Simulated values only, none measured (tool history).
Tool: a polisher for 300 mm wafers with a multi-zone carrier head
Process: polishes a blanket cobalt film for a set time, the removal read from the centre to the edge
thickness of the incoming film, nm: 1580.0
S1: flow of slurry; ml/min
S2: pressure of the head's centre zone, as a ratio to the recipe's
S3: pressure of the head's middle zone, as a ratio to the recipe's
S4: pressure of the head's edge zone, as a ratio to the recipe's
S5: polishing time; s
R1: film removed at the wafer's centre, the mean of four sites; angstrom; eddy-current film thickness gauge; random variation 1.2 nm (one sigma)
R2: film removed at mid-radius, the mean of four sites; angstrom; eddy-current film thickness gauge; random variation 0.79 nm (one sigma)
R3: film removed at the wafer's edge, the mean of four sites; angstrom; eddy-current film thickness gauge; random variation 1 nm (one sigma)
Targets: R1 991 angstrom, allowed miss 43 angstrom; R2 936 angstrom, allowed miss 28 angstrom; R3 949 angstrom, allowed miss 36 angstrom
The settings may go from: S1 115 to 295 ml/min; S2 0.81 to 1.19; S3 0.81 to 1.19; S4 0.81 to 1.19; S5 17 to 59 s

Run 1, hour 0: S1 190 ml/min, S2 1, S3 1, S4 1, S5 38 s. Result: R1 1305.4 angstrom, R2 1344.4 angstrom, R3 1346.4 angstrom.
Run 2, hour 7.4: S1 190 ml/min, S2 1, S3 1, S4 1, S5 43 s. Result: R1 1487.1 angstrom, R2 1535.3 angstrom, R3 1538.1 angstrom.
Run 3, hour 9.6: S1 185 ml/min, S2 1, S3 0.97, S4 0.96, S5 38 s. Result: R1 1305.5 angstrom, R2 1309.4 angstrom, R3 1341.6 angstrom.
Run 4, hour 14.4: S1 185 ml/min, S2 1.01, S3 0.97, S4 0.95, S5 34 s. Result: R1 1201.5 angstrom, R2 1161 angstrom, R3 1190.2 angstrom.
Run 5, hour 17.5: S1 225 ml/min, S2 1.01, S3 0.97, S4 0.95, S5 34 s. Result: R1 1222.4 angstrom, R2 1203 angstrom, R3 1227.3 angstrom.
At hour 20.3: edge zone pressure recalibrated.
Run 6, hour 20.3: S1 210 ml/min, S2 1.01, S3 0.96, S4 0.92, S5 32 s. Result: R1 1149.5 angstrom, R2 1122.1 angstrom, R3 1092.1 angstrom.
Run 7, hour 22.4: S1 200 ml/min, S2 0.99, S3 0.92, S4 0.9, S5 31 s. Result: R1 1034.4 angstrom, R2 1018 angstrom, R3 1048.3 angstrom.
Run 8, hour 27.2: S1 190 ml/min, S2 1, S3 0.91, S4 0.87, S5 31 s. Result: R1 1064 angstrom, R2 1027.5 angstrom, R3 1026.3 angstrom.
Run 9, hour 28.3: S1 190 ml/min, S2 1, S3 0.91, S4 0.87, S5 31 s. Result: R1 1044.9 angstrom, R2 1009.6 angstrom, R3 1012.1 angstrom.

Which of these 5 next moves meets every target?
Run A, hour 29.4: S1 190 ml/min, S2 0.95, S3 0.84, S4 1, S5 30 s. Result: R1 ?, R2 ?, R3 ?.
Run B, hour 29.4: S1 180 ml/min, S2 1.01, S3 0.91, S4 0.88, S5 29 s. Result: R1 ?, R2 ?, R3 ?.
Run C, hour 29.4: S1 205 ml/min, S2 0.97, S3 0.93, S4 0.84, S5 29 s. Result: R1 ?, R2 ?, R3 ?.
Run D, hour 29.4: S1 175 ml/min, S2 0.95, S3 1.01, S4 0.81, S5 28 s. Result: R1 ?, R2 ?, R3 ?.
Run E, hour 29.4: S1 115 ml/min, S2 1.08, S3 0.9, S4 0.92, S5 30 s. Result: R1 ?, R2 ?, R3 ?.

move      R1      R2      R3
   A  1001.5   922.3  1052.5
   B  1020.7  944.45  953.78
   C  1001.5  980.66   947.9
   D   922.5  991.14  884.74
   E  1022.5  886.43  945.41
A: brings the result that was furthest off to its target, and leaves another outside
B: meets every target
C: nearer than the last run, and not there yet
D: nearer than the last run, and not there yet
E: takes the result that was furthest off past its target
Move B is the one to make.
